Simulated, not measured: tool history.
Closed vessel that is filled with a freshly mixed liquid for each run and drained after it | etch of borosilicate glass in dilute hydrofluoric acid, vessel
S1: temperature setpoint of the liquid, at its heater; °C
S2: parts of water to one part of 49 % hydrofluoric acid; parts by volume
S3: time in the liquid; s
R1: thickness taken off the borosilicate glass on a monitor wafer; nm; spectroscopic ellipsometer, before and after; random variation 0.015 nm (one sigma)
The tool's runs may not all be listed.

run 1 day=0 | S1=20 S2=245 S3=55 | R1=6.7831
run 2 day=0.354 | S1=20 S2=195 S3=55 | R1=8.959
run 3 day=0.467 | S1=19.5 S2=215 S3=55 | R1=7.7928
run 4 day=0.725 | S1=19 S2=230 S3=55 | R1=7.0442
run 5 day=0.933 | S1=17 S2=230 S3=55 | R1=6.5382
run 6 day=1.321 | S1=17 S2=245 S3=55 | R1=6.0782

Forecast run 7:
run 7 day=1.592 | S1=17 S2=255 S3=55 | R1=?

Run 7 gave R1 5.7666 nm.
